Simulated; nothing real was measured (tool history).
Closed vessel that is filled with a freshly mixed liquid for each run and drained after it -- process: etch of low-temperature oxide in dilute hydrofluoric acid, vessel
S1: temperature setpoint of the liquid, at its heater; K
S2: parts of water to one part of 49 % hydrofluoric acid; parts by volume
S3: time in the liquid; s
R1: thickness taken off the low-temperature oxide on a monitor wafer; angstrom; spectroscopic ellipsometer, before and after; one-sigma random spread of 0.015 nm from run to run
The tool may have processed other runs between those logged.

{"run": 1, "hour": 0.0, "S1": 295.15, "S2": 175, "S3": 35, "R1": 39.972}
{"run": 2, "hour": 3.5, "S1": 294.15, "S2": 175, "S3": 35, "R1": 38.285}
{"run": 3, "hour": 9.2, "S1": 294.15, "S2": 145, "S3": 35, "R1": 47.896}
{"run": 4, "hour": 13.0, "S1": 293.15, "S2": 155, "S3": 35, "R1": 42.511}
{"run": 5, "hour": 21.6, "S1": 293.15, "S2": 155, "S3": 35, "R1": 42.781}
{"run": 6, "hour": 26.5, "S1": 292.65, "S2": 160, "S3": 35, "R1": 40.497}
{"run": 7, "hour": 28.8, "S1": 292.65, "S2": 160, "S3": 35, "R1": 40.449}
{"run": 8, "hour": 35.2, "S1": 292.15, "S2": 165, "S3": 35, "R1": 37.934}

Estimate the outcome of run 9 from the log above:
{"run": 9, "hour": 37.0, "S1": 291.65, "S2": 170, "S3": 35, "R1": "?"}

R1: 36.261 angstrom
